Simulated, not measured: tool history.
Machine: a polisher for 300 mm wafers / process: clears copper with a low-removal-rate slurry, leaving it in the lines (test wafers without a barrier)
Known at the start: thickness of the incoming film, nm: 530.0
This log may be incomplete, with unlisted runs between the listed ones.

run,hour,flow of slurry (ml/min),pressure of the wafer on the pad (psi),speed of the pad under the wafer (m/s),abrasive content of the slurry,overpolish time after the end point (s),time until the end point was called (s),dishing of a wide line in a test structure (nm)
1,0.0,270,2.2,1.40,1.00,17,161.29,35.482
2,4.2,270,1.8,1.50,1.00,13,183.47,24.404
3,12.4,270,1.8,1.66,1.00,13,167.47,27.163
4,18.3,270,1.8,1.66,1.00,19,165.57,36.087
5,23.0,270,1.5,1.72,1.00,15,193.55,26.916
6,26.4,290,1.6,1.48,1.10,12,202.74,20.698
7,30.8,330,1.5,1.46,1.25,10,215.36,17.576

The next listed run, before its measurement:
8,37.4,360,1.5,1.42,1.35,8,?,?

time until the end point was called (s): 219.27
dishing of a wide line in a test structure (nm): 14.290
